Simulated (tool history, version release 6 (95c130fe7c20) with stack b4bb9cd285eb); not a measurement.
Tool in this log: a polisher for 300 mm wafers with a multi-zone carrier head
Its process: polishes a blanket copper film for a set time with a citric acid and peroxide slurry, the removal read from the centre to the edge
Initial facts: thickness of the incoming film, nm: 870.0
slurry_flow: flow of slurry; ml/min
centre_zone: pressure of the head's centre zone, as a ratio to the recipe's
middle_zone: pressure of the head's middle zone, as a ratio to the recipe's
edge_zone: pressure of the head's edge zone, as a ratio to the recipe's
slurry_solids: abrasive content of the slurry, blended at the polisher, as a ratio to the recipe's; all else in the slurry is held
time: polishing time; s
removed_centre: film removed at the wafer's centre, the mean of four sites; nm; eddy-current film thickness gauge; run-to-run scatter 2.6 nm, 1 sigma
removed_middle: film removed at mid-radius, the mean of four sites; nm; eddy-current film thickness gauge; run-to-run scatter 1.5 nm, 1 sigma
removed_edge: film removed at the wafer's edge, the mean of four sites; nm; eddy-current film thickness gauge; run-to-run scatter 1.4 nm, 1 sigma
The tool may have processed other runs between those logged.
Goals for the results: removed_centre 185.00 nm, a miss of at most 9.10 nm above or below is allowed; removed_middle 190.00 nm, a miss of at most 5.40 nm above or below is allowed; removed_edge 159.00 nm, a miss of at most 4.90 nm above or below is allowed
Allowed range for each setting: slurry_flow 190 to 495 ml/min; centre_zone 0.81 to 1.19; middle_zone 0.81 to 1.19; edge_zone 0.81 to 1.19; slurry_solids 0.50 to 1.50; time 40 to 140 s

run	hour	slurry_flow	centre_zone	middle_zone	edge_zone	slurry_solids	time	removed_centre	removed_middle	removed_edge
1	0.0	320	1.00	1.00	1.00	1.00	90	205.45	220.79	214.03
2	8.1	320	1.00	1.00	1.05	1.00	90	206.41	221.04	223.48
3	17.0	320	1.01	1.00	1.00	0.90	89	200.82	211.14	212.12
4	22.5	325	1.03	1.03	0.97	0.90	86	198.45	206.71	200.21
5	30.6	325	1.05	1.06	0.94	0.85	84	196.47	207.44	189.68
6	35.1	325	1.06	1.07	0.91	0.80	83	190.43	199.83	177.86
7	43.3	320	1.06	1.07	0.89	0.80	83	191.29	202.52	179.31
8	44.4	320	1.07	1.08	0.88	0.75	83	188.81	199.56	173.52
9	45.1	320	1.08	1.08	0.87	0.75	83	191.38	198.08	173.44
10	54.0	320	1.08	1.09	0.86	0.70	83	190.15	197.54	168.70
11	57.0	320	1.08	1.09	0.85	0.70	83	189.58	196.54	169.35
12	58.4	320	1.08	1.09	0.84	0.70	83	186.12	196.84	168.60
13	66.8	320	1.09	1.09	0.83	0.70	83	193.35	199.27	166.98
14	72.2	315	1.09	1.09	0.83	0.70	83	187.12	198.98	166.34
# hour 78.7: centre zone pressure recalibrated
15	78.7	315	1.10	1.09	0.83	0.70	83	198.31	197.62	167.63

Which single option among these 5 for the next run brings every result within its allowed miss of target? Just one does.
A	85.2	380	1.10	1.05	0.89	1.10	68	?	?	?
B	85.2	275	1.14	1.10	0.85	0.75	88	?	?	?
C	85.2	370	1.13	1.17	0.94	0.90	70	?	?	?
D	85.2	305	0.96	0.99	0.90	0.95	74	?	?	?
E	85.2	290	1.07	1.04	0.90	0.85	81	?	?	?

move	removed_centre	removed_middle	removed_edge
A	190.56	180.71	159.88
B	222.91	212.15	178.99
C	190.70	190.83	159.82
D	172.16	178.00	165.92
E	201.19	194.95	175.63
A: the worst result of the last run now meets its target, but another is out of spec
B: lands further from the targets than the last run did
C: every result lands within tolerance
D: lands further from the targets than the last run did
E: lands further from the targets than the last run did
Answer: C
